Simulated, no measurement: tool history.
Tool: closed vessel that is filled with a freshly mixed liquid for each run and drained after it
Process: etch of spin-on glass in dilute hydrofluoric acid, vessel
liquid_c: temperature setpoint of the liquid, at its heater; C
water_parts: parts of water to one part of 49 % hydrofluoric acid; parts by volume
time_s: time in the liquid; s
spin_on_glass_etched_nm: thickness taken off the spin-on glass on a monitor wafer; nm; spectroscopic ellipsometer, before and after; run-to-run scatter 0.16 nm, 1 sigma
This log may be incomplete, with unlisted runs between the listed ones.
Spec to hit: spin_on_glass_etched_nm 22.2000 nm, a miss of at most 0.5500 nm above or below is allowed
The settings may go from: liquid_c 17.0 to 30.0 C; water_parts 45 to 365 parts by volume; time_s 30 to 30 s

run    day  liquid_c  water_parts  time_s  spin_on_glass_etched_nm
  1  0.000      22.0          205      30                   6.8205
  2  0.333      19.5          205      30                   6.2629
  3  0.575      19.5          135      30                  10.2120
  4  0.612      19.5          135      30                  10.1110
  5  0.850      21.0          125      30                  11.6900
  6  0.896      21.0          125      30                  11.9090
  7  1.254      22.5          120      30                  13.0100
  8  1.408      23.5          115      30                  14.5000
  9  1.608      24.5          115      30                  15.0380
 10  1.883      25.5          110      30                  16.1590
 11  2.171      26.0          105      30                  17.5160
 12  2.258      26.5          105      30                  17.9330
 13  2.325      27.0          105      30                  18.1290
 14  2.633      27.5          105      30                  18.7310
 15  2.829      28.0          105      30                  18.8550
 16  2.946      28.5          105      30                  19.4640
 17  3.217      29.5          100      30                  21.0210
 18  3.296      30.0           95      30                  22.8160

Which single option among these 4 for the next run brings every result within its allowed miss of target? Just one does.
  A  3.375      27.5           85      30                        ?
  B  3.375      29.5           90      30                        ?
  C  3.375      29.0          100      30                        ?
  D  3.375      29.0           95      30                        ?

move  spin_on_glass_etched_nm
   A                  23.5520
   B                  23.8540
   C                  20.7720
   D                  22.0180
A: moves away from the targets compared with the last run
B: moves away from the targets compared with the last run
C: takes the result that was furthest off past its target
D: every result within its allowed miss
The move that meets every target is D.
